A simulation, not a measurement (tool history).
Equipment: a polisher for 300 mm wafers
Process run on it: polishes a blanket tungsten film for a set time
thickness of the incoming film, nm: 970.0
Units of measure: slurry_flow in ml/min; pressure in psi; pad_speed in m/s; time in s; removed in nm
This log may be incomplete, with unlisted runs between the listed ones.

run	hour	slurry_flow	pressure	pad_speed	slurry_solids	time	removed
1	0	255	4	1.28	1	40	306.3
2	6.4	255	4	1.12	1	40	274.72
3	14.7	250	3.5	1.12	1	40	240.9
4	18.9	250	4.5	1.12	1	40	305.44
5	21.4	250	4.5	1.12	0.9	40	298.7
6	22.2	250	4.5	1.12	0.8	40	297
7	23.2	245	3.8	1.12	0.8	40	250.52

What will run 8 give?
8	28.2	240	3.3	1.12	0.8	40	?

removed: 216.23 nm

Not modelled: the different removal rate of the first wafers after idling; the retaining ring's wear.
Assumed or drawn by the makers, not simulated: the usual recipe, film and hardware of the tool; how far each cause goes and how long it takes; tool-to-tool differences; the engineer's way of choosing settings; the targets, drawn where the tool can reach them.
